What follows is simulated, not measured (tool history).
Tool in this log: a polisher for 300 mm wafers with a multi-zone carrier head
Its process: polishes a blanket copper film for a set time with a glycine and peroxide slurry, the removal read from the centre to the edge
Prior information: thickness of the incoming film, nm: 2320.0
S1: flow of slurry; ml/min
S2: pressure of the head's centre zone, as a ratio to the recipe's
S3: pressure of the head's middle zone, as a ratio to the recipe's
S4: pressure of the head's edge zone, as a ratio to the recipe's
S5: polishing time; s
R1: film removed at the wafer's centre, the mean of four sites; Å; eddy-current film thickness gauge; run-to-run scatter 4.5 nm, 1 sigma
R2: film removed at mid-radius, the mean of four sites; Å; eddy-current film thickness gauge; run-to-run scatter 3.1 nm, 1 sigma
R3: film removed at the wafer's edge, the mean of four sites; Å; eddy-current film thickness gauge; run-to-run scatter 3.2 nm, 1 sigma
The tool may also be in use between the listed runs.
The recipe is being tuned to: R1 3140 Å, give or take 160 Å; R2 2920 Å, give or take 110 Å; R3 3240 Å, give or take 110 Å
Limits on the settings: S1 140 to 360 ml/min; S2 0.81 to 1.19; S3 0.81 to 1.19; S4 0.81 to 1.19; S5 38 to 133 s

run    day   S1    S2    S3    S4  S5      R1      R2      R3
  1      0  230     1     1     1  85  4606.8  4574.2  4461.4
  2  0.233  225  0.99  0.97  0.99  80  4141.1    4221  4135.5
  3  0.292  220     1  0.94     1  76  4076.3  3952.5  3959.4
  4  0.662  215  0.99  0.91  1.01  73  3791.5  3675.3    3814
  5   0.85  215  1.03  0.91  1.01  73  3892.6  3636.8  3810.2
  6    1.1  210  1.02  0.89  1.01  71    3833  3516.3  3741.6
  7  1.371  205  1.01  0.88  1.01  69  3608.4  3342.3  3596.9
  8  1.546  200     1  0.87     1  68  3517.3  3268.7  3521.5
  9  1.596  195  0.99  0.86  0.99  68  3389.5  3130.3  3497.3
 10  1.967  190  0.99  0.86  0.98  68  3400.9  3199.1  3412.3
 11  2.225  185  0.99  0.85  0.98  68  3404.4  3146.2  3445.4

Below are 4 possible settings for the next run. Only one of them brings all results inside the allowed miss of their targets. Which is it?
  A  2.483  195  1.15  0.81  0.93  60   ?   ?   ?
  B  2.483  210  0.96  0.83  0.99  63   ?   ?   ?
  C  2.483  150  1.19   0.9  0.87  63   ?   ?   ?
  D  2.483  215  1.14  0.81  0.94  58   ?   ?   ?

move      R1      R2      R3
   A  3583.3  2706.4  2954.9
   B  3173.7  2925.9  3219.9
   C  3712.3  2943.1  2912.8
   D  3485.8  2651.9  2899.8
A: moves the result that the last run missed by most past its target, out the other side
B: all results land within tolerance of their targets
C: meets the target for the result that was furthest off, but another lies outside its allowed miss
D: moves the result that the last run missed by most past its target, out the other side
Go with B: it meets all targets.
